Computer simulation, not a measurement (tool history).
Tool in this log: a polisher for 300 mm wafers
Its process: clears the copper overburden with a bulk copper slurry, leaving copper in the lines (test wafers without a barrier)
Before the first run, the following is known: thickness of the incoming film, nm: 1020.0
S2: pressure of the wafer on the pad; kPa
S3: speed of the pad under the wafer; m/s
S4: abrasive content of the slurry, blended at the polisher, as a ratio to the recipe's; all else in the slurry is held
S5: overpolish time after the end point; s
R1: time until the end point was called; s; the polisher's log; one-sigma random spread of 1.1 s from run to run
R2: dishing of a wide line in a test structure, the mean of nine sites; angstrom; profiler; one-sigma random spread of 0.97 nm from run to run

{"run": 1, "day": 0.0, "flow of slurry (ml/min)": 175, "S2": 15.9, "S3": 1.14, "S4": 1.0, "S5": 24, "R1": 110.25, "R2": 781.64}
{"run": 2, "day": 0.029, "flow of slurry (ml/min)": 200, "S2": 13.8, "S3": 1.32, "S4": 1.15, "S5": 19, "R1": 105.7, "R2": 706.31}
{"run": 3, "day": 0.404, "flow of slurry (ml/min)": 200, "S2": 13.8, "S3": 1.32, "S4": 1.05, "S5": 19, "R1": 106.57, "R2": 692.89}
{"run": 4, "day": 0.662, "flow of slurry (ml/min)": 220, "S2": 13.8, "S3": 1.44, "S4": 0.9, "S5": 16, "R1": 100.96, "R2": 676.28}
{"run": 5, "day": 1.042, "flow of slurry (ml/min)": 260, "S2": 13.8, "S3": 1.44, "S4": 0.9, "S5": 16, "R1": 100.26, "R2": 675.66}
{"run": 6, "day": 1.15, "flow of slurry (ml/min)": 265, "S2": 13.1, "S3": 1.54, "S4": 1.05, "S5": 14, "R1": 93.615, "R2": 639.48}
{"run": 7, "day": 1.525, "flow of slurry (ml/min)": 265, "S2": 12.4, "S3": 1.6, "S4": 1.15, "S5": 12, "R1": 94.987, "R2": 587.86}
{"run": 8, "day": 1.888, "flow of slurry (ml/min)": 265, "S2": 12.4, "S3": 1.64, "S4": 1.25, "S5": 11, "R1": 88.565, "R2": 593.46}
{"run": 9, "day": 2.075, "flow of slurry (ml/min)": 265, "S2": 12.4, "S3": 1.68, "S4": 1.3, "S5": 10, "R1": 84.303, "R2": 563.36}

Run 10 comes next. What will it give?
{"run": 10, "day": 2.196, "flow of slurry (ml/min)": 265, "S2": 12.4, "S3": 1.7, "S4": 1.35, "S5": 9, "R1": "?", "R2": "?"}

Run 10 came out at R1 85.084 s, R2 543.11 angstrom.
